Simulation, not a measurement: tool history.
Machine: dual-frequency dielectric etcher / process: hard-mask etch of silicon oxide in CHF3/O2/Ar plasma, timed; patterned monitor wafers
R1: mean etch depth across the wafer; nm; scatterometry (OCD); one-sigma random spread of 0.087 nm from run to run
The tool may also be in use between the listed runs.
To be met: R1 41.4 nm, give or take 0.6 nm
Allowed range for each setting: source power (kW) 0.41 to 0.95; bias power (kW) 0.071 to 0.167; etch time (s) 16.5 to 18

{"run": 1, "hour": 0.0, "source power (kW)": 0.68, "bias power (kW)": 0.119, "etch time (s)": 18, "R1": 34.681}
{"run": 2, "hour": 2.5, "source power (kW)": 0.68, "bias power (kW)": 0.133, "etch time (s)": 18, "R1": 35.709}
{"run": 3, "hour": 5.1, "source power (kW)": 0.68, "bias power (kW)": 0.15, "etch time (s)": 18, "R1": 37.167}
{"run": 4, "hour": 7.6, "source power (kW)": 0.68, "bias power (kW)": 0.15, "etch time (s)": 18, "R1": 37.118}
{"run": 5, "hour": 8.3, "source power (kW)": 0.7, "bias power (kW)": 0.15, "etch time (s)": 18, "R1": 37.694}
{"run": 6, "hour": 16.1, "source power (kW)": 0.71, "bias power (kW)": 0.15, "etch time (s)": 18, "R1": 37.935}
{"run": 7, "hour": 24.9, "source power (kW)": 0.72, "bias power (kW)": 0.15, "etch time (s)": 18, "R1": 38.234}
{"run": 8, "hour": 30.6, "source power (kW)": 0.73, "bias power (kW)": 0.15, "etch time (s)": 18, "R1": 38.577}
{"run": 9, "hour": 35.7, "source power (kW)": 0.74, "bias power (kW)": 0.15, "etch time (s)": 18, "R1": 39.007}
{"run": 10, "hour": 43.9, "source power (kW)": 0.75, "bias power (kW)": 0.15, "etch time (s)": 18, "R1": 39.091}
{"run": 11, "hour": 52.2, "source power (kW)": 0.76, "bias power (kW)": 0.15, "etch time (s)": 18, "R1": 39.49}
{"run": 12, "hour": 57.1, "source power (kW)": 0.77, "bias power (kW)": 0.15, "etch time (s)": 18, "R1": 39.798}
{"run": 13, "hour": 62.1, "source power (kW)": 0.78, "bias power (kW)": 0.15, "etch time (s)": 18, "R1": 40.132}

Of the 4 settings listed for the next run, only one would bring every result within its allowed miss of target. Which one?
{"run": "A", "hour": 67.1, "source power (kW)": 0.82, "bias power (kW)": 0.154, "etch time (s)": 18, "R1": "?"}
{"run": "B", "hour": 67.1, "source power (kW)": 0.81, "bias power (kW)": 0.147, "etch time (s)": 17.5, "R1": "?"}
{"run": "C", "hour": 67.1, "source power (kW)": 0.83, "bias power (kW)": 0.163, "etch time (s)": 17, "R1": "?"}
{"run": "D", "hour": 67.1, "source power (kW)": 0.84, "bias power (kW)": 0.141, "etch time (s)": 17.5, "R1": "?"}

move=A R1=41.594
move=B R1=39.644
move=C R1=40.191
move=D R1=39.98
A: in spec on every target
B: its largest miss is bigger than the last run's
C: neither nearer nor further off than the last run
D: its largest miss is bigger than the last run's
A meets every target.
